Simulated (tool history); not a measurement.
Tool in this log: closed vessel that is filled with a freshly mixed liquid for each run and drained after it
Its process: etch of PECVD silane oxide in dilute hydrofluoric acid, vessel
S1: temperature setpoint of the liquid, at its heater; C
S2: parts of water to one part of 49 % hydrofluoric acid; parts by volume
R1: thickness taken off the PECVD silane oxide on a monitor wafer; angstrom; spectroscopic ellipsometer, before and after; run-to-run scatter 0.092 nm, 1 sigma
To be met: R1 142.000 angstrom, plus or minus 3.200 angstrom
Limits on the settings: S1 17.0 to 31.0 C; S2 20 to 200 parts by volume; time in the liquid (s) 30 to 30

{"run": 1, "day": 0.0, "S1": 23.0, "S2": 110, "time in the liquid (s)": 30, "R1": 66.255}
{"run": 2, "day": 0.088, "S1": 24.0, "S2": 105, "time in the liquid (s)": 30, "R1": 73.243}
{"run": 3, "day": 0.225, "S1": 25.0, "S2": 100, "time in the liquid (s)": 30, "R1": 81.157}
{"run": 4, "day": 0.388, "S1": 25.5, "S2": 95, "time in the liquid (s)": 30, "R1": 87.086}
{"run": 5, "day": 0.738, "S1": 28.5, "S2": 95, "time in the liquid (s)": 30, "R1": 98.442}
{"run": 6, "day": 1.071, "S1": 29.0, "S2": 90, "time in the liquid (s)": 30, "R1": 105.31}
{"run": 7, "day": 1.362, "S1": 30.0, "S2": 75, "time in the liquid (s)": 30, "R1": 135.63}
{"run": 8, "day": 1.696, "S1": 30.5, "S2": 75, "time in the liquid (s)": 30, "R1": 137.96}

4 candidate next runs follow, results not yet known. Just one meets every target within its allowed miss. Identify it.
{"run": "A", "day": 2.029, "S1": 30.0, "S2": 75, "time in the liquid (s)": 30, "R1": "?"}
{"run": "B", "day": 2.029, "S1": 29.0, "S2": 75, "time in the liquid (s)": 30, "R1": "?"}
{"run": "C", "day": 2.029, "S1": 29.5, "S2": 70, "time in the liquid (s)": 30, "R1": "?"}
{"run": "D", "day": 2.029, "S1": 31.0, "S2": 80, "time in the liquid (s)": 30, "R1": "?"}

move=A R1=133.740
move=B R1=128.780
move=C R1=141.710
move=D R1=129.130
A: misses by more than the last run did
B: misses by more than the last run did
C: hits every target within its allowed miss
D: misses by more than the last run did
So the answer is move C, the one that meets all the targets.
